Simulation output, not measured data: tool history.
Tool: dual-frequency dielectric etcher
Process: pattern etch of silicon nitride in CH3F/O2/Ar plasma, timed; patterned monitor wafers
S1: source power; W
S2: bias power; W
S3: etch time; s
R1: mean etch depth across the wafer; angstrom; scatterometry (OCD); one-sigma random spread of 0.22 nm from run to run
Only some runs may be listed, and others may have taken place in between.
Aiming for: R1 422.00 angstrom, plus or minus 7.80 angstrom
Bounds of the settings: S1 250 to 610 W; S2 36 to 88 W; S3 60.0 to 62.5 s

Run 1, hour 0.0: S1 430 W, S2 62 W, S3 60.0 s. Result: R1 401.06 angstrom.
Run 2, hour 7.2: S1 460 W, S2 62 W, S3 60.0 s. Result: R1 407.94 angstrom.
Run 3, hour 14.0: S1 460 W, S2 62 W, S3 60.0 s. Result: R1 410.62 angstrom.
Run 4, hour 20.0: S1 390 W, S2 62 W, S3 60.0 s. Result: R1 391.14 angstrom.
Run 5, hour 27.0: S1 460 W, S2 62 W, S3 60.0 s. Result: R1 408.35 angstrom.
Run 6, hour 33.7: S1 400 W, S2 62 W, S3 60.0 s. Result: R1 390.31 angstrom.
Run 7, hour 41.0: S1 420 W, S2 63 W, S3 60.0 s. Result: R1 402.11 angstrom.
Run 8, hour 42.1: S1 430 W, S2 63 W, S3 60.0 s. Result: R1 401.69 angstrom.
Run 9, hour 43.8: S1 440 W, S2 64 W, S3 60.0 s. Result: R1 409.07 angstrom.
Run 10, hour 48.4: S1 450 W, S2 64 W, S3 60.0 s. Result: R1 408.66 angstrom.
Run 11, hour 54.6: S1 460 W, S2 64 W, S3 60.0 s. Result: R1 411.78 angstrom.

Next run, 4 choices. One meets every target within its allowed miss, the rest don't. Which?
Run A, hour 60.8: S1 410 W, S2 59 W, S3 62.5 s. Result: R1 ?.
Run B, hour 60.8: S1 430 W, S2 57 W, S3 62.5 s. Result: R1 ?.
Run C, hour 60.8: S1 470 W, S2 61 W, S3 60.0 s. Result: R1 ?.
Run D, hour 60.8: S1 440 W, S2 66 W, S3 62.0 s. Result: R1 ?.

move      R1
   A  406.22
   B  408.97
   C  410.43
   D  423.44
A: further off than the last run
B: further off than the last run
C: further off than the last run
D: in spec on every target
D meets every target.
